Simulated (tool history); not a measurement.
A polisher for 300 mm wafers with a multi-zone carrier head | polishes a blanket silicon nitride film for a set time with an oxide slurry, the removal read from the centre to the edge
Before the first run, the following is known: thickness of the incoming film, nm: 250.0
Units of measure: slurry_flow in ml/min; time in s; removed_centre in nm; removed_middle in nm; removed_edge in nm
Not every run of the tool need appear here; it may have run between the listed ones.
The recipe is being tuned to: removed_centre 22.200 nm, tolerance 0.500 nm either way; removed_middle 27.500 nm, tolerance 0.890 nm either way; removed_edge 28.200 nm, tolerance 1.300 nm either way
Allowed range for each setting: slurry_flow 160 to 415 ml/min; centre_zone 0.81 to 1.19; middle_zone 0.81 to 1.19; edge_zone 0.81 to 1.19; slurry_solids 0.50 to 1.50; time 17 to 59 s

{"run": 1, "hour": 0.0, "slurry_flow": 265, "centre_zone": 1.0, "middle_zone": 1.0, "edge_zone": 1.0, "slurry_solids": 1.0, "time": 38, "removed_centre": 31.096, "removed_middle": 30.785, "removed_edge": 33.056}
{"run": 2, "hour": 4.5, "slurry_flow": 265, "centre_zone": 1.05, "middle_zone": 1.0, "edge_zone": 1.0, "slurry_solids": 1.0, "time": 38, "removed_centre": 32.474, "removed_middle": 31.107, "removed_edge": 32.066}
{"run": 3, "hour": 11.5, "slurry_flow": 265, "centre_zone": 1.05, "middle_zone": 1.0, "edge_zone": 1.0, "slurry_solids": 1.0, "time": 47, "removed_centre": 40.418, "removed_middle": 39.053, "removed_edge": 40.052}
{"run": 4, "hour": 18.6, "slurry_flow": 265, "centre_zone": 1.05, "middle_zone": 1.0, "edge_zone": 1.0, "slurry_solids": 1.0, "time": 56, "removed_centre": 48.077, "removed_middle": 45.161, "removed_edge": 48.451}
{"run": 5, "hour": 21.4, "slurry_flow": 265, "centre_zone": 0.99, "middle_zone": 1.0, "edge_zone": 1.0, "slurry_solids": 1.0, "time": 56, "removed_centre": 45.633, "removed_middle": 46.783, "removed_edge": 49.438}
{"run": 6, "hour": 29.5, "slurry_flow": 265, "centre_zone": 0.99, "middle_zone": 1.08, "edge_zone": 1.0, "slurry_solids": 1.0, "time": 56, "removed_centre": 45.048, "removed_middle": 49.621, "removed_edge": 47.485}
{"run": 7, "hour": 35.1, "slurry_flow": 260, "centre_zone": 0.97, "middle_zone": 1.07, "edge_zone": 0.99, "slurry_solids": 0.95, "time": 54, "removed_centre": 42.004, "removed_middle": 45.425, "removed_edge": 45.535}
{"run": 8, "hour": 38.3, "slurry_flow": 260, "centre_zone": 0.95, "middle_zone": 1.08, "edge_zone": 0.99, "slurry_solids": 0.9, "time": 52, "removed_centre": 39.154, "removed_middle": 43.337, "removed_edge": 42.039}
{"run": 9, "hour": 42.9, "slurry_flow": 255, "centre_zone": 0.93, "middle_zone": 1.08, "edge_zone": 1.01, "slurry_solids": 0.85, "time": 50, "removed_centre": 35.718, "removed_middle": 41.315, "removed_edge": 40.347}
{"run": 10, "hour": 46.4, "slurry_flow": 250, "centre_zone": 0.92, "middle_zone": 1.07, "edge_zone": 1.01, "slurry_solids": 0.8, "time": 49, "removed_centre": 33.677, "removed_middle": 39.319, "removed_edge": 38.706}
{"run": 11, "hour": 48.9, "slurry_flow": 245, "centre_zone": 0.91, "middle_zone": 1.06, "edge_zone": 1.0, "slurry_solids": 0.75, "time": 48, "removed_centre": 31.506, "removed_middle": 36.567, "removed_edge": 37.094}
{"run": 12, "hour": 51.9, "slurry_flow": 240, "centre_zone": 0.9, "middle_zone": 1.06, "edge_zone": 0.98, "slurry_solids": 0.7, "time": 47, "removed_centre": 29.674, "removed_middle": 35.23, "removed_edge": 34.835}
{"run": 13, "hour": 56.6, "slurry_flow": 235, "centre_zone": 0.89, "middle_zone": 1.05, "edge_zone": 0.96, "slurry_solids": 0.7, "time": 47, "removed_centre": 29.012, "removed_middle": 34.452, "removed_edge": 34.447}
{"run": 14, "hour": 59.4, "slurry_flow": 230, "centre_zone": 0.88, "middle_zone": 1.04, "edge_zone": 0.94, "slurry_solids": 0.7, "time": 47, "removed_centre": 28.926, "removed_middle": 34.655, "removed_edge": 32.836}
{"run": 15, "hour": 62.0, "slurry_flow": 225, "centre_zone": 0.87, "middle_zone": 1.03, "edge_zone": 0.94, "slurry_solids": 0.7, "time": 47, "removed_centre": 28.181, "removed_middle": 34.148, "removed_edge": 33.452}
{"run": 16, "hour": 64.3, "slurry_flow": 220, "centre_zone": 0.86, "middle_zone": 1.02, "edge_zone": 0.93, "slurry_solids": 0.7, "time": 47, "removed_centre": 27.99, "removed_middle": 33.419, "removed_edge": 32.962}
{"run": 17, "hour": 71.3, "slurry_flow": 215, "centre_zone": 0.85, "middle_zone": 1.02, "edge_zone": 0.93, "slurry_solids": 0.7, "time": 47, "removed_centre": 27.49, "removed_middle": 32.966, "removed_edge": 33.258}
{"run": 18, "hour": 75.3, "slurry_flow": 180, "centre_zone": 0.81, "middle_zone": 1.01, "edge_zone": 0.91, "slurry_solids": 0.5, "time": 44, "removed_centre": 20.811, "removed_middle": 26.039, "removed_edge": 26.474}

4 next moves are on the table. One of them brings every result within its allowed miss. Which?
{"run": "A", "hour": 79.3, "slurry_flow": 235, "centre_zone": 0.81, "middle_zone": 1.15, "edge_zone": 0.84, "slurry_solids": 0.55, "time": 42, "removed_centre": "?", "removed_middle": "?", "removed_edge": "?"}
{"run": "B", "hour": 79.3, "slurry_flow": 175, "centre_zone": 0.85, "middle_zone": 1.04, "edge_zone": 1.01, "slurry_solids": 0.65, "time": 41, "removed_centre": "?", "removed_middle": "?", "removed_edge": "?"}
{"run": "C", "hour": 79.3, "slurry_flow": 160, "centre_zone": 0.82, "middle_zone": 0.9, "edge_zone": 0.91, "slurry_solids": 0.55, "time": 46, "removed_centre": "?", "removed_middle": "?", "removed_edge": "?"}
{"run": "D", "hour": 79.3, "slurry_flow": 170, "centre_zone": 0.87, "middle_zone": 1.02, "edge_zone": 0.9, "slurry_solids": 0.5, "time": 43, "removed_centre": "?", "removed_middle": "?", "removed_edge": "?"}

move=A removed_centre=21.405 removed_middle=30.182 removed_edge=25.775
move=B removed_centre=22.252 removed_middle=27.589 removed_edge=28.391
move=C removed_centre=21.952 removed_middle=25.087 removed_edge=27.937
move=D removed_centre=21.252 removed_middle=25.340 removed_edge=25.153
A: moves away from the targets compared with the last run
B: every result lands within tolerance
C: gets the furthest-off result to its target, but another result is out of tolerance
D: closer than the last run, but not yet in spec
Correct choice: B, which meets every target
